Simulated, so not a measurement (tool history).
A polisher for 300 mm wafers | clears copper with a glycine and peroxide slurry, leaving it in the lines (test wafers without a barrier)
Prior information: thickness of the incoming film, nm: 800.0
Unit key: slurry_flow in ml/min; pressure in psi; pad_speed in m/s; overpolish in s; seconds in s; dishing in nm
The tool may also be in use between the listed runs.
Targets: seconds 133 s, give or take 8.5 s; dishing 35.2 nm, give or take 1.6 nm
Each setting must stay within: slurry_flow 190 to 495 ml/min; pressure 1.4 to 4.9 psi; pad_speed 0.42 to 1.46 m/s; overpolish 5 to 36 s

{"run": 1, "hour": 0.0, "slurry_flow": 320, "pressure": 3.1, "pad_speed": 0.94, "overpolish": 18, "seconds": 152.14, "dishing": 53.084}
{"run": 2, "hour": 2.4, "slurry_flow": 360, "pressure": 3.1, "pad_speed": 0.94, "overpolish": 18, "seconds": 150.6, "dishing": 52.196}
{"run": 3, "hour": 3.8, "slurry_flow": 360, "pressure": 3.1, "pad_speed": 1.04, "overpolish": 18, "seconds": 141.33, "dishing": 56.678}
{"run": 4, "hour": 10.5, "slurry_flow": 360, "pressure": 3.1, "pad_speed": 0.86, "overpolish": 18, "seconds": 159.99, "dishing": 51.396}
{"run": 5, "hour": 19.2, "slurry_flow": 360, "pressure": 3.2, "pad_speed": 0.88, "overpolish": 16, "seconds": 155.51, "dishing": 48.087}
{"run": 6, "hour": 20.5, "slurry_flow": 360, "pressure": 3.2, "pad_speed": 0.88, "overpolish": 20, "seconds": 155.05, "dishing": 56.868}
{"run": 7, "hour": 23.1, "slurry_flow": 360, "pressure": 3.6, "pad_speed": 0.96, "overpolish": 11, "seconds": 128.55, "dishing": 41.339}
{"run": 8, "hour": 29.7, "slurry_flow": 360, "pressure": 3.6, "pad_speed": 0.96, "overpolish": 10, "seconds": 128.23, "dishing": 39.664}

Which one of the following 5 next-run settings gets every result inside its allowed miss? There is exactly one.
{"run": "A", "hour": 36.3, "slurry_flow": 325, "pressure": 3.3, "pad_speed": 1.04, "overpolish": 9, "seconds": "?", "dishing": "?"}
{"run": "B", "hour": 36.3, "slurry_flow": 335, "pressure": 3.6, "pad_speed": 1.02, "overpolish": 10, "seconds": "?", "dishing": "?"}
{"run": "C", "hour": 36.3, "slurry_flow": 380, "pressure": 4.3, "pad_speed": 0.72, "overpolish": 12, "seconds": "?", "dishing": "?"}
{"run": "D", "hour": 36.3, "slurry_flow": 495, "pressure": 3.7, "pad_speed": 0.92, "overpolish": 10, "seconds": "?", "dishing": "?"}
{"run": "E", "hour": 36.3, "slurry_flow": 325, "pressure": 4.2, "pad_speed": 0.78, "overpolish": 12, "seconds": "?", "dishing": "?"}

move=A seconds=133.82 dishing=35.583
move=B seconds=125.97 dishing=40.686
move=C seconds=143.97 dishing=42.817
move=D seconds=130.89 dishing=39.613
move=E seconds=139 dishing=43.881
A: all results in spec
B: moves away from the targets compared with the last run
C: moves away from the targets compared with the last run
D: just as far off the targets as the last run
E: moves away from the targets compared with the last run
A is the move that brings every result within its allowed miss.
